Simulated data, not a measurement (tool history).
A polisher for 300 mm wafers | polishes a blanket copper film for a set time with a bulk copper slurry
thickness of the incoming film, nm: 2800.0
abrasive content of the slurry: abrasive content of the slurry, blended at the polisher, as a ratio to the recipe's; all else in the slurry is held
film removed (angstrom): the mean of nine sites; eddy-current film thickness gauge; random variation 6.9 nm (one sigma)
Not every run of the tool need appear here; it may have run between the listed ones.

run,hour,flow of slurry (ml/min),pressure of the wafer on the pad (kPa),speed of the pad under the wafer (cm/s),abrasive content of the slurry,polishing time (s),film removed (angstrom)
1,0.0,175,16.5,82,1.0,110,6698.9
2,2.7,185,17.2,82,1.0,110,6937.9
3,3.7,185,17.9,82,1.0,110,7135.6
4,8.3,185,18.6,82,1.0,110,7402.3
5,12.8,185,18.6,82,0.8,110,7057.4
6,16.7,185,19.3,82,0.8,110,7215.4
7,18.3,185,20.0,82,0.8,110,7324.2
8,19.2,190,20.7,82,0.8,110,7605.8

What does the tool deliver on the next run?
9,22.1,190,21.4,82,0.8,110,?

film removed (angstrom): 7785.3
